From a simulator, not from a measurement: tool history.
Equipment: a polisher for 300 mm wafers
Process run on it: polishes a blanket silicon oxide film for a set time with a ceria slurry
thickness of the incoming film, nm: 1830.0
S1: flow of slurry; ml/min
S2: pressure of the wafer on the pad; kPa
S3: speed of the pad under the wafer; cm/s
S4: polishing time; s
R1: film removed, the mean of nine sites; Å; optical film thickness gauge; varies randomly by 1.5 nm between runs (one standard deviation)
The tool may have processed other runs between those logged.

run 1 hour=0.0 | S1=230 S2=28.3 S3=102 S4=42 | R1=2325.30
run 2 hour=2.5 | S1=230 S2=24.8 S3=98 S4=42 | R1=1971.30
run 3 hour=5.3 | S1=230 S2=22.1 S3=96 S4=42 | R1=1718.70
run 4 hour=14.3 | S1=195 S2=22.1 S3=96 S4=42 | R1=1707.70
run 5 hour=18.8 | S1=235 S2=22.1 S3=96 S4=42 | R1=1720.70
run 6 hour=25.5 | S1=235 S2=27.6 S3=96 S4=42 | R1=2068.50
run 7 hour=30.5 | S1=235 S2=24.8 S3=94 S4=42 | R1=1899.20
run 8 hour=34.6 | S1=235 S2=22.1 S3=92 S4=42 | R1=1650.10
run 9 hour=40.0 | S1=235 S2=20.0 S3=92 S4=42 | R1=1507.50
run 10 hour=44.3 | S1=235 S2=18.6 S3=92 S4=42 | R1=1437.30
run 11 hour=46.1 | S1=235 S2=13.1 S3=88 S4=42 | R1=962.04

For run 12, what comes out?
run 12 hour=53.6 | S1=235 S2=13.8 S3=88 S4=42 | R1=?

{"run 12": {"R1": 1023.9}}
